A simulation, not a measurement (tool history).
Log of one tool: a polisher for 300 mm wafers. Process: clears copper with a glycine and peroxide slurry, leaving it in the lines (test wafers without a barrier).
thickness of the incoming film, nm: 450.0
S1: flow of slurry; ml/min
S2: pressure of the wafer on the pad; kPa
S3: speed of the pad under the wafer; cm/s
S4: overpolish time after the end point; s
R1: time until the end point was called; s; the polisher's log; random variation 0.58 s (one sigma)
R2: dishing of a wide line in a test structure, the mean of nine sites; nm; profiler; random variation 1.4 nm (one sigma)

run 1 hour=0.0 | S1=215 S2=13.8 S3=104 S4=30 | R1=93.651 R2=53.628
run 2 hour=3.8 | S1=215 S2=13.8 S3=82 S4=30 | R1=112.740 R2=51.433
run 3 hour=7.4 | S1=175 S2=13.8 S3=82 S4=30 | R1=113.940 R2=49.870
run 4 hour=15.0 | S1=180 S2=16.5 S3=88 S4=31 | R1=93.077 R2=55.233
run 5 hour=19.8 | S1=180 S2=16.5 S3=88 S4=36 | R1=94.138 R2=56.625
run 6 hour=20.7 | S1=180 S2=16.5 S3=88 S4=48 | R1=95.851 R2=61.416
run 7 hour=24.1 | S1=180 S2=17.9 S3=92 S4=42 | R1=87.464 R2=62.013
run 8 hour=26.0 | S1=205 S2=21.4 S3=114 S4=28 | R1=60.535 R2=56.314
run 9 hour=32.9 | S1=205 S2=21.4 S3=114 S4=32 | R1=60.890 R2=61.539
run 10 hour=34.3 | S1=205 S2=21.4 S3=114 S4=33 | R1=61.634 R2=57.769
run 11 hour=35.7 | S1=205 S2=21.4 S3=114 S4=36 | R1=60.754 R2=60.857
run 12 hour=39.3 | S1=200 S2=21.4 S3=114 S4=37 | R1=61.833 R2=61.894
run 13 hour=45.5 | S1=200 S2=21.4 S3=114 S4=38 | R1=61.526 R2=62.142

Forecast run 14:
run 14 hour=53.3 | S1=200 S2=21.4 S3=114 S4=38 | R1=? R2=?

Run 14 gave R1 61.709 s, R2 61.782 nm.

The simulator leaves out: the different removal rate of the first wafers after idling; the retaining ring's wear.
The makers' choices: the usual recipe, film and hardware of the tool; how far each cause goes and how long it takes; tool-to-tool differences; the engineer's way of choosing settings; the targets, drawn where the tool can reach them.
